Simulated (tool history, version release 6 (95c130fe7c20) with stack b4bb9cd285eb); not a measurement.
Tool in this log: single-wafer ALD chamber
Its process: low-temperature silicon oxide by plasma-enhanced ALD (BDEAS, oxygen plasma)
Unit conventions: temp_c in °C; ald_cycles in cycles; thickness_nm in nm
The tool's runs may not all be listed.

run,hour,temp_c,ald_cycles,thickness_nm
1,0.0,90,32,4.5281
2,2.1,85,33,4.7688
3,6.5,81,34,4.9415
4,11.0,80,35,5.1281
5,16.6,89,35,4.9574
6,18.2,89,32,4.5324
7,21.9,85,33,4.7651
8,22.7,81,34,4.9412
9,24.1,78,35,5.1575
10,31.1,76,35,5.1708
11,37.9,74,35,5.2562
12,42.9,72,35,5.2915

For run 13, what comes out?
13,47.1,71,35,?

{"run 13": {"thickness_nm": 5.3167}}
